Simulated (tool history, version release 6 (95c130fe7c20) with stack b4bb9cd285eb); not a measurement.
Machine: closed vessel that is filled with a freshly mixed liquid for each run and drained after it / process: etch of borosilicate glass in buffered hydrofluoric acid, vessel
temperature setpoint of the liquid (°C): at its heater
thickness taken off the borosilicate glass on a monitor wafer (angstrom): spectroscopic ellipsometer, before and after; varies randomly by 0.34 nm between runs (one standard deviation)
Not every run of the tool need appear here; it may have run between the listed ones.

run	hour	temperature setpoint of the liquid (°C)	parts of 40 % ammonium fluoride to one part of 49 % hydrofluoric acid (parts by volume)	time in the liquid (s)	thickness taken off the borosilicate glass on a monitor wafer (angstrom)
1	0.0	20.0	16.0	30	186.98
2	1.0	20.0	13.0	30	227.40
3	10.3	21.5	12.5	30	258.80
4	19.3	20.0	12.5	30	239.43
5	21.9	23.0	12.5	30	277.79
6	25.0	23.0	12.5	30	280.46
7	30.8	23.0	12.5	30	284.83

Run 8, settings as shown, results not yet in. Your forecast:
8	32.6	27.0	12.0	30	?

thickness taken off the borosilicate glass on a monitor wafer (angstrom): 354.25
